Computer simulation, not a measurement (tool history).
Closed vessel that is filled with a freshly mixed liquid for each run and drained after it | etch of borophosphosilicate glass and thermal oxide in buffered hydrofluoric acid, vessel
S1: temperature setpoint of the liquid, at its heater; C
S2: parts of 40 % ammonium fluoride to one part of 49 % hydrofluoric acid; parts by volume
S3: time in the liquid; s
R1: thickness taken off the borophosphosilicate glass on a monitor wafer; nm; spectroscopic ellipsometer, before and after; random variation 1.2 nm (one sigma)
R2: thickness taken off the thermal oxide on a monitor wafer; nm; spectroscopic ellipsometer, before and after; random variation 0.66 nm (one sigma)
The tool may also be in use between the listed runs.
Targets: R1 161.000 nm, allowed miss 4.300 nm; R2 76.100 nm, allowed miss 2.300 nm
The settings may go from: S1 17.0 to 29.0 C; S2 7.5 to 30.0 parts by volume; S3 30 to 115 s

run  hour    S1    S2  S3       R1      R2
  1   0.0  21.0  20.5  60   73.728  34.925
  2   2.6  21.0  20.5  40   49.799  23.164
  3   4.2  23.0  17.0  45   73.363  34.796
  4   7.3  24.5  14.5  45   93.182  44.588
  5   9.1  23.0  14.5  45   85.215  40.862
  6  11.1  25.0  14.5  45   96.666  45.902
  7  15.0  26.0  13.0  45  112.940  53.448
  8  22.2  27.0  12.0  45  129.220  60.892
  9  29.4  27.5  11.5  45  135.820  65.166
 10  33.2  28.5   9.0  45  176.090  83.205
 11  34.2  28.0   9.0  45  173.180  82.523
 12  41.0  27.5   9.0  45  168.380  80.446

4 next moves are on the table. One of them brings every result within its allowed miss. Which?
  A  47.8  26.0  11.0  60   ?   ?
  B  47.8  29.0   9.0  40   ?   ?
  C  47.8  29.0   8.5  35   ?   ?
  D  47.8  26.0   9.0  50   ?   ?

move       R1      R2
   A  177.160  83.364
   B  162.430  76.441
   C  151.290  71.163
   D  173.340  81.440
A: further off than the last run
B: meets every target
C: takes the result that was furthest off past its target
D: further off than the last run
Answer: B
